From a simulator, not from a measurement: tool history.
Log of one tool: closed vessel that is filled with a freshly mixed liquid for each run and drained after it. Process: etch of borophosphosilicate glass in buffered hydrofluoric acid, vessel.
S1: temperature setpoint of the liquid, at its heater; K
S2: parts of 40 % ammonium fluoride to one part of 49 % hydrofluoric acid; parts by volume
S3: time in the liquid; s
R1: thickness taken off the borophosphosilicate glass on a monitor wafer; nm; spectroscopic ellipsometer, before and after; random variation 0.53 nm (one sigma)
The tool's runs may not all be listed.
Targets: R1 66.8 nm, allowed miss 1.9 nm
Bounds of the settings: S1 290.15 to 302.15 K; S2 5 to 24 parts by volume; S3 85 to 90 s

run	hour	S1	S2	S3	R1
1	0	294.15	14.5	85	98.031
2	8.7	295.15	14.5	85	102.34
3	9.6	295.15	11.5	85	127.06
4	14.1	294.15	12.5	85	113.2
5	18.9	293.65	13.5	85	100.9
6	20.6	293.65	13.5	90	107.8
7	21.8	293.15	14	90	102.31
8	23.1	292.65	14.5	90	95.073
9	30.3	292.15	15	90	89.582

4 next moves are on the table. One of them brings every result within its allowed miss. Which?
A	37.5	294.15	14	85	?
B	37.5	291.65	9	90	?
C	37.5	290.15	16	85	?
D	37.5	290.15	17	85	?

move	R1
A	102.21
B	140.4
C	71.663
D	67.484
A: further off than the last run
B: further off than the last run
C: nearer than the last run, and not there yet
D: meets every target
Answer: D
